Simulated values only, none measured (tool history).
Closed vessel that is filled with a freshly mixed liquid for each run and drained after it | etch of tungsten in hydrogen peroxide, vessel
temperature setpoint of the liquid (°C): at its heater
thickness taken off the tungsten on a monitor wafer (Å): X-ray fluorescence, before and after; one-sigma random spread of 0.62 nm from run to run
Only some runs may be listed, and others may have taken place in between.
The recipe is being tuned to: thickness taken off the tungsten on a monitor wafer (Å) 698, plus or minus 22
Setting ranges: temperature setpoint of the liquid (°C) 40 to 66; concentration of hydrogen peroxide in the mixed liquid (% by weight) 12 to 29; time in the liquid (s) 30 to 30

run	hour	temperature setpoint of the liquid (°C)	concentration of hydrogen peroxide in the mixed liquid (% by weight)	time in the liquid (s)	thickness taken off the tungsten on a monitor wafer (Å)
1	0	56	19.5	30	1067
2	4	55	19.5	30	997.42
3	5.4	54	19.5	30	938.25
4	13.8	54	17.5	30	880.2
5	21.9	54	17.5	30	906.6
6	23.2	53.5	17.5	30	866.69
7	31.4	53	17.5	30	834.05
8	35.7	52.5	17.5	30	818.05

Which single option among these 4 for the next run brings every result within its allowed miss of target? Just one does.
A	40	50.5	18.5	30	?
B	40	49.5	18.5	30	?
C	40	51	14	30	?
D	40	50.5	14	30	?

move	thickness taken off the tungsten on a monitor wafer (Å)
A	748.32
B	703.95
C	671.08
D	650.98
A: closer than the last run, but not yet in spec
B: meets every target
C: takes the biggest miss from the last run beyond its target
D: takes the biggest miss from the last run beyond its target
Move B is the one to make.
